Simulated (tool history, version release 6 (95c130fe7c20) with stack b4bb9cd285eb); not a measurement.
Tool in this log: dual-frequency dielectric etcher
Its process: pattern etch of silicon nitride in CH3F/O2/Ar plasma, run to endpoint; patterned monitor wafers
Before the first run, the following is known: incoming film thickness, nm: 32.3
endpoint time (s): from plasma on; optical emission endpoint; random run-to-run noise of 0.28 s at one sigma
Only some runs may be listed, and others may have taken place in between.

run 1 day=0 | source_power_(W)=550 bias_power_(W)=102 | endpoint_time_(s)=34.328
run 2 day=0.304 | source_power_(W)=650 bias_power_(W)=102 | endpoint_time_(s)=32.601
run 3 day=0.429 | source_power_(W)=630 bias_power_(W)=100 | endpoint_time_(s)=33.239
run 4 day=0.767 | source_power_(W)=580 bias_power_(W)=100 | endpoint_time_(s)=34.252
run 5 day=1.092 | source_power_(W)=580 bias_power_(W)=110 | endpoint_time_(s)=33.206
run 6 day=1.396 | source_power_(W)=580 bias_power_(W)=98 | endpoint_time_(s)=34.346
run 7 day=1.575 | source_power_(W)=580 bias_power_(W)=98 | endpoint_time_(s)=33.787

What will run 8 give?
run 8 day=1.796 | source_power_(W)=550 bias_power_(W)=95 | endpoint_time_(s)=?

Run 8 came out at endpoint time (s) 35.313.
